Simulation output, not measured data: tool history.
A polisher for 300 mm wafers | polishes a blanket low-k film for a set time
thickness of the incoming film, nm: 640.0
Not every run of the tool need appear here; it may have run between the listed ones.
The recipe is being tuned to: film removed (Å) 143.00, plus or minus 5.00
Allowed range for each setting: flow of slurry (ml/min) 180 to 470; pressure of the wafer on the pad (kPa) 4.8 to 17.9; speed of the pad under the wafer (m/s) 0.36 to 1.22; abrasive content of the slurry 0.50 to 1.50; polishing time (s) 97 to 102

| run | hour | flow of slurry (ml/min) | pressure of the wafer on the pad (kPa) | speed of the pad under the wafer (m/s) | abrasive content of the slurry | polishing time (s) | film removed (Å) |
|---|---|---|---|---|---|---|---|
| 1 | 0.0 | 300 | 11.0 | 0.78 | 1.00 | 97 | 251.46 |
| 2 | 6.0 | 300 | 11.0 | 0.60 | 1.00 | 97 | 207.45 |
| 3 | 10.2 | 300 | 9.7 | 0.60 | 1.00 | 97 | 192.50 |
| 4 | 18.3 | 300 | 11.0 | 0.60 | 1.00 | 97 | 206.83 |
| 5 | 24.5 | 300 | 9.7 | 0.60 | 1.00 | 97 | 188.56 |
| 6 | 27.1 | 300 | 7.6 | 0.60 | 1.00 | 97 | 164.44 |
| 7 | 30.0 | 300 | 6.9 | 0.60 | 1.00 | 97 | 160.97 |
| 8 | 32.2 | 300 | 6.2 | 0.60 | 1.00 | 97 | 152.21 |

5 next moves are on the table. One of them brings every result within its allowed miss. Which?
| A | 34.4 | 345 | 6.2 | 0.58 | 1.15 | 100 | ? |
| B | 34.4 | 280 | 4.8 | 0.72 | 1.00 | 98 | ? |
| C | 34.4 | 290 | 4.8 | 0.58 | 1.05 | 101 | ? |
| D | 34.4 | 250 | 5.5 | 0.68 | 1.00 | 102 | ? |
| E | 34.4 | 260 | 6.2 | 0.60 | 1.00 | 101 | ? |

| move | film removed (Å) |
|---|---|
| A | 162.54 |
| B | 157.57 |
| C | 139.98 |
| D | 163.89 |
| E | 155.24 |
A: misses by more than the last run did
B: misses by more than the last run did
C: each result inside its tolerance
D: misses by more than the last run did
E: misses by more than the last run did
So the answer is move C, the one that meets all the targets.
